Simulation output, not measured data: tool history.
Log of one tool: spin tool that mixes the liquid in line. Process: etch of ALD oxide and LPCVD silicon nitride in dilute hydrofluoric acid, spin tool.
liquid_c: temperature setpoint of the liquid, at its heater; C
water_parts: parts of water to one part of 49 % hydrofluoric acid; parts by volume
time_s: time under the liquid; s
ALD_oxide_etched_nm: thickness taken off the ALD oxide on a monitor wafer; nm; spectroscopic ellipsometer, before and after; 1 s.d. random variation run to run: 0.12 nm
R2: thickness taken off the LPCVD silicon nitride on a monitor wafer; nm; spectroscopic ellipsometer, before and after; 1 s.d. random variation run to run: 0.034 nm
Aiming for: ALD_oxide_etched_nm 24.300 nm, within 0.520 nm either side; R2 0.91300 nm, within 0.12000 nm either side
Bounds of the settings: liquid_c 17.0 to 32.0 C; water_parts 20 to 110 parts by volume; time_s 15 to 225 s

{"run": 1, "hour": 0.0, "liquid_c": 24.0, "water_parts": 60, "time_s": 115, "ALD_oxide_etched_nm": 21.118, "R2": 0.96474}
{"run": 2, "hour": 2.8, "liquid_c": 24.0, "water_parts": 55, "time_s": 115, "ALD_oxide_etched_nm": 22.934, "R2": 1.0698}
{"run": 3, "hour": 7.4, "liquid_c": 25.5, "water_parts": 55, "time_s": 115, "ALD_oxide_etched_nm": 24.297, "R2": 1.1227}
{"run": 4, "hour": 13.6, "liquid_c": 25.5, "water_parts": 45, "time_s": 115, "ALD_oxide_etched_nm": 30.395, "R2": 1.4497}
{"run": 5, "hour": 20.7, "liquid_c": 25.5, "water_parts": 35, "time_s": 115, "ALD_oxide_etched_nm": 39.64, "R2": 1.762}
{"run": 6, "hour": 27.3, "liquid_c": 25.5, "water_parts": 45, "time_s": 115, "ALD_oxide_etched_nm": 30.304, "R2": 1.351}
{"run": 7, "hour": 31.8, "liquid_c": 23.0, "water_parts": 45, "time_s": 115, "ALD_oxide_etched_nm": 27.515, "R2": 1.1839}
{"run": 8, "hour": 34.1, "liquid_c": 22.0, "water_parts": 45, "time_s": 115, "ALD_oxide_etched_nm": 26.439, "R2": 1.1225}
{"run": 9, "hour": 42.5, "liquid_c": 21.0, "water_parts": 45, "time_s": 115, "ALD_oxide_etched_nm": 25.211, "R2": 1.0429}

Exercise: of the 4 proposed moves below, exactly one satisfies all targets within the stated allowed misses. Which move is it?
{"run": "A", "hour": 50.9, "liquid_c": 18.5, "water_parts": 35, "time_s": 95, "ALD_oxide_etched_nm": "?", "R2": "?"}
{"run": "B", "hour": 50.9, "liquid_c": 32.0, "water_parts": 80, "time_s": 135, "ALD_oxide_etched_nm": "?", "R2": "?"}
{"run": "C", "hour": 50.9, "liquid_c": 17.0, "water_parts": 40, "time_s": 125, "ALD_oxide_etched_nm": "?", "R2": "?"}
{"run": "D", "hour": 50.9, "liquid_c": 24.0, "water_parts": 50, "time_s": 120, "ALD_oxide_etched_nm": "?", "R2": "?"}

move=A ALD_oxide_etched_nm=24.422 R2=0.91871
move=B ALD_oxide_etched_nm=24.492 R2=1.40960
move=C ALD_oxide_etched_nm=26.199 R2=0.95605
move=D ALD_oxide_etched_nm=26.667 R2=1.19500
A: all results in spec
B: meets the target for the result that was furthest off, but another lies outside its allowed miss
C: moves away from the targets compared with the last run
D: moves away from the targets compared with the last run
Answer: A

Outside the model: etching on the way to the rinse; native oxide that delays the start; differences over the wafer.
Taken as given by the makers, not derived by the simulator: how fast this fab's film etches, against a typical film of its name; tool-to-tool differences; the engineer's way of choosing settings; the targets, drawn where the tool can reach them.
